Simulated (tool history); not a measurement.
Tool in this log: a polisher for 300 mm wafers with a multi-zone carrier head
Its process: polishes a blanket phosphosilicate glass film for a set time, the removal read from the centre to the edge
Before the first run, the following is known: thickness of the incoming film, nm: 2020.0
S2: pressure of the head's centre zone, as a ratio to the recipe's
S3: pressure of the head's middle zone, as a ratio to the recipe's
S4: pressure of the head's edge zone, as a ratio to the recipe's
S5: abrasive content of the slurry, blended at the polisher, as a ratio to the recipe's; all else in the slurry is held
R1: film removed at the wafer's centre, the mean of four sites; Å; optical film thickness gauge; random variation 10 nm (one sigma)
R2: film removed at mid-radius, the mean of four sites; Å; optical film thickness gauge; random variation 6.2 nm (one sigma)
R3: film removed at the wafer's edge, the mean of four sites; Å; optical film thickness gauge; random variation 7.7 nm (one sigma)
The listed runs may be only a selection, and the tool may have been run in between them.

{"run": 1, "day": 0.0, "flow of slurry (ml/min)": 175, "S2": 1.0, "S3": 1.0, "S4": 1.0, "S5": 1.0, "polishing time (s)": 55, "R1": 5954.7, "R2": 6024.8, "R3": 6052.0}
{"run": 2, "day": 0.275, "flow of slurry (ml/min)": 175, "S2": 1.0, "S3": 1.0, "S4": 0.94, "S5": 1.0, "polishing time (s)": 55, "R1": 6136.1, "R2": 5967.5, "R3": 5762.3}
{"run": 3, "day": 0.308, "flow of slurry (ml/min)": 175, "S2": 1.04, "S3": 1.0, "S4": 0.94, "S5": 1.0, "polishing time (s)": 55, "R1": 6118.2, "R2": 5982.3, "R3": 5714.1}
{"run": 4, "day": 0.575, "flow of slurry (ml/min)": 205, "S2": 1.04, "S3": 1.0, "S4": 0.94, "S5": 1.0, "polishing time (s)": 55, "R1": 6410.3, "R2": 6158.5, "R3": 5705.0}
{"run": 5, "day": 0.796, "flow of slurry (ml/min)": 205, "S2": 1.04, "S3": 1.0, "S4": 0.94, "S5": 1.0, "polishing time (s)": 61, "R1": 7053.5, "R2": 6772.0, "R3": 6600.1}
{"run": 6, "day": 0.888, "flow of slurry (ml/min)": 210, "S2": 1.05, "S3": 1.02, "S4": 0.92, "S5": 1.0, "polishing time (s)": 61, "R1": 7221.7, "R2": 7015.7, "R3": 6570.8}
{"run": 7, "day": 0.975, "flow of slurry (ml/min)": 215, "S2": 1.06, "S3": 1.03, "S4": 0.9, "S5": 0.95, "polishing time (s)": 61, "R1": 7013.7, "R2": 6860.8, "R3": 6301.1}
{"run": 8, "day": 1.312, "flow of slurry (ml/min)": 220, "S2": 1.07, "S3": 1.04, "S4": 0.88, "S5": 0.95, "polishing time (s)": 61, "R1": 7043.5, "R2": 7003.5, "R3": 6149.6}

Run 9 comes next. What will it give?
{"run": 9, "day": 1.396, "flow of slurry (ml/min)": 220, "S2": 1.08, "S3": 1.04, "S4": 0.87, "S5": 0.95, "polishing time (s)": 61, "R1": "?", "R2": "?", "R3": "?"}

Run 9 yielded R1 7229.3 Å, R2 7014.2 Å, R3 6105.1 Å.
